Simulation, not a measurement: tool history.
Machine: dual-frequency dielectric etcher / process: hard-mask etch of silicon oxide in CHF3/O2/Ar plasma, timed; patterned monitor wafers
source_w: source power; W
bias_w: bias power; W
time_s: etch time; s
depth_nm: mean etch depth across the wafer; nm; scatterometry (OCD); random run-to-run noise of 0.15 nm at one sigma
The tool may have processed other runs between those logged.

run	hour	source_w	bias_w	time_s	depth_nm
1	0	460	169	17.5	29.889
2	1.5	460	169	16	27.021
3	9.2	510	175	16	28.44
4	15	510	146	16	27.029
5	15.6	540	161	16	28.359
6	19.4	460	161	16	26.642

Run 7 comes next. What will it give?
7	24.4	510	169	16	?

{"run 7": {"depth_nm": 28.245}}

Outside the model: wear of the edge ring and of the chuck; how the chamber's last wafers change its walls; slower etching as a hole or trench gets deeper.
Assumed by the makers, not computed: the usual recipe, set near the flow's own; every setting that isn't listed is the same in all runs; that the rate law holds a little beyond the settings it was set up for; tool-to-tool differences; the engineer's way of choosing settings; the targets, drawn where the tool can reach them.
